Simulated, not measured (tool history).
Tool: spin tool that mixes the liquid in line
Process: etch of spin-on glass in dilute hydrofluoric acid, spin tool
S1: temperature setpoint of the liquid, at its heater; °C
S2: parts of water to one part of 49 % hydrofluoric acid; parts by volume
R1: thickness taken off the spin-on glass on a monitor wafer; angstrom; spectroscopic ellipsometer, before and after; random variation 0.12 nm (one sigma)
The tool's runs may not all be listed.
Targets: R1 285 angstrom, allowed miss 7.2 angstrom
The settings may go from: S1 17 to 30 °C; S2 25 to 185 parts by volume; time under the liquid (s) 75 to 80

{"run": 1, "hour": 0.0, "S1": 22, "S2": 105, "time under the liquid (s)": 75, "R1": 359.91}
{"run": 2, "hour": 6.3, "S1": 22, "S2": 105, "time under the liquid (s)": 80, "R1": 384.12}
{"run": 3, "hour": 12.4, "S1": 21.5, "S2": 105, "time under the liquid (s)": 80, "R1": 376.94}
{"run": 4, "hour": 14.9, "S1": 21.5, "S2": 85, "time under the liquid (s)": 80, "R1": 475.53}
{"run": 5, "hour": 22.5, "S1": 21, "S2": 90, "time under the liquid (s)": 80, "R1": 437.82}
{"run": 6, "hour": 30.4, "S1": 23, "S2": 90, "time under the liquid (s)": 80, "R1": 470.17}
{"run": 7, "hour": 37.7, "S1": 22.5, "S2": 95, "time under the liquid (s)": 80, "R1": 439.58}
{"run": 8, "hour": 40.2, "S1": 22, "S2": 95, "time under the liquid (s)": 80, "R1": 429.74}

4 next moves are on the table. One of them brings every result within its allowed miss. Which?
{"run": "A", "hour": 42.7, "S1": 23.5, "S2": 60, "time under the liquid (s)": 80, "R1": "?"}
{"run": "B", "hour": 42.7, "S1": 17, "S2": 100, "time under the liquid (s)": 75, "R1": "?"}
{"run": "C", "hour": 42.7, "S1": 22, "S2": 120, "time under the liquid (s)": 75, "R1": "?"}
{"run": "D", "hour": 42.7, "S1": 18.5, "S2": 115, "time under the liquid (s)": 75, "R1": "?"}

move=A R1=747.34
move=B R1=306.33
move=C R1=306.61
move=D R1=279.16
A: further off than the last run
B: nearer than the last run, and not there yet
C: nearer than the last run, and not there yet
D: meets every target
Move D is the one to make.

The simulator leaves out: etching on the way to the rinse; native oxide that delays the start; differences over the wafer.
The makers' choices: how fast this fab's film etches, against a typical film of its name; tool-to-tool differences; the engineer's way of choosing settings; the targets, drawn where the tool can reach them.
